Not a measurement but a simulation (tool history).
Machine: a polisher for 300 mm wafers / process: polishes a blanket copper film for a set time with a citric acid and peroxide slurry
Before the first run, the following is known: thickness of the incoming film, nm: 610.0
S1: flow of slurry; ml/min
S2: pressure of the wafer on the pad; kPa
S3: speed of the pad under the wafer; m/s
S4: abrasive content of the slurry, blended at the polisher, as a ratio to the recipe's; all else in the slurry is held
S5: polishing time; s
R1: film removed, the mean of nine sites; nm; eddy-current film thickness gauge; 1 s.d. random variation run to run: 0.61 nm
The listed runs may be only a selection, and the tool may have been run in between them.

{"run": 1, "hour": 0.0, "S1": 275, "S2": 19.3, "S3": 1.2, "S4": 1.0, "S5": 36, "R1": 97.776}
{"run": 2, "hour": 0.8, "S1": 275, "S2": 23.4, "S3": 1.2, "S4": 1.0, "S5": 36, "R1": 119.5}
{"run": 3, "hour": 5.1, "S1": 275, "S2": 23.4, "S3": 1.2, "S4": 1.0, "S5": 36, "R1": 117.63}
{"run": 4, "hour": 8.3, "S1": 275, "S2": 26.9, "S3": 1.2, "S4": 1.0, "S5": 36, "R1": 133.97}
{"run": 5, "hour": 9.0, "S1": 275, "S2": 22.8, "S3": 1.2, "S4": 1.0, "S5": 36, "R1": 113.79}
{"run": 6, "hour": 10.1, "S1": 275, "S2": 19.3, "S3": 1.1, "S4": 1.0, "S5": 36, "R1": 88.623}
{"run": 7, "hour": 16.7, "S1": 275, "S2": 16.5, "S3": 1.06, "S4": 1.0, "S5": 36, "R1": 75.205}

Predict the results of run 8:
{"run": 8, "hour": 24.4, "S1": 275, "S2": 14.5, "S3": 1.02, "S4": 1.0, "S5": 36, "R1": "?"}

R1: 63.954 nm
